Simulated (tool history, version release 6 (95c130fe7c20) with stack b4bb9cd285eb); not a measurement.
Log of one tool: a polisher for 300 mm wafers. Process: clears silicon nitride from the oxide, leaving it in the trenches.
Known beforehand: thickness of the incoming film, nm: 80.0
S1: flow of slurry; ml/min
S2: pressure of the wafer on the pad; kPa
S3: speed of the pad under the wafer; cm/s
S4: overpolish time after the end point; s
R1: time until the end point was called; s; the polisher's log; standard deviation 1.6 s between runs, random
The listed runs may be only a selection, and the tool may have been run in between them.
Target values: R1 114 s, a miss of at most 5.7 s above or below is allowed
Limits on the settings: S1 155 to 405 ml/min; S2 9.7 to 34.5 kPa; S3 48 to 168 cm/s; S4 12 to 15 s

run  hour   S1    S2   S3  S4      R1
  1     0  260  22.1  108  15  57.662
  2   6.3  260  22.1  126  15  50.328
  3    15  255  18.6  116  15   63.47
  4  21.9  255  15.9  110  15  77.723
  5    26  320  15.9  110  15  78.913
  6  34.4  320  15.9  110  15  78.517
  7  40.9  315   9.7   98  15  137.08
  8  43.6  315  13.1   98  15  104.04

Which single option among these 5 for the next run brings every result within its allowed miss of target? Just one does.
  A  46.3  290  13.1   88  15   ?
  B  46.3  275  13.8  100  12   ?
  C  46.3  245  12.4  110  15   ?
  D  46.3  290  13.1  102  12   ?
  E  46.3  385  10.3  130  12   ?

move      R1
   A  115.58
   B  97.712
   C  99.446
   D  100.22
   E  96.986
A: meets every target
B: further off than the last run
C: further off than the last run
D: further off than the last run
E: further off than the last run
The move that meets every target is A.

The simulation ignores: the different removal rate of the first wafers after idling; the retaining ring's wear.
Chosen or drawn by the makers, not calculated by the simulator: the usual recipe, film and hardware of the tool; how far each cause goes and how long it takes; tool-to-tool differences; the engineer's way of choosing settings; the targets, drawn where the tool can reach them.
